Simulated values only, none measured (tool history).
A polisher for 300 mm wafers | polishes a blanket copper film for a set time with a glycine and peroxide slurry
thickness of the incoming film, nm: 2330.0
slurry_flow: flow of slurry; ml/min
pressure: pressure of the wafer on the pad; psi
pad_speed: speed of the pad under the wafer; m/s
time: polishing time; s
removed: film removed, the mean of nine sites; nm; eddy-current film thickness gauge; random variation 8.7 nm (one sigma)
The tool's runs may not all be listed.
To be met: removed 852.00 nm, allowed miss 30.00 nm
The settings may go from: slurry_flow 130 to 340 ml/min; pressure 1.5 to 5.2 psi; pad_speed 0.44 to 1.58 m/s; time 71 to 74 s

run	hour	slurry_flow	pressure	pad_speed	time	removed
1	0.0	220	3.3	1.00	71	531.12
2	3.9	220	3.3	1.00	74	547.82
3	12.3	245	3.3	1.00	74	553.48
4	21.2	245	3.3	0.76	74	441.56
5	28.6	245	3.6	0.80	74	485.74
6	29.3	285	3.6	0.80	74	500.25
7	33.4	285	3.9	0.84	74	559.79
8	34.6	285	4.1	0.86	74	598.32
9	35.3	285	4.3	0.88	74	638.40
10	42.6	285	4.5	0.90	74	673.79
11	46.7	285	4.6	0.92	74	700.61
12	55.1	285	4.7	0.94	74	714.12
13	58.8	285	4.8	0.96	74	747.53
14	61.6	285	4.9	0.96	74	750.54

Which of these 4 next moves meets every target?
A	64.4	290	4.9	0.84	71	?
B	64.4	275	5.2	1.02	74	?
C	64.4	260	4.6	0.82	74	?
D	64.4	295	5.0	0.70	71	?

move	removed
A	649.83
B	844.79
C	622.62
D	565.52
A: further off than the last run
B: meets every target
C: further off than the last run
D: further off than the last run
Move B is the one to make.

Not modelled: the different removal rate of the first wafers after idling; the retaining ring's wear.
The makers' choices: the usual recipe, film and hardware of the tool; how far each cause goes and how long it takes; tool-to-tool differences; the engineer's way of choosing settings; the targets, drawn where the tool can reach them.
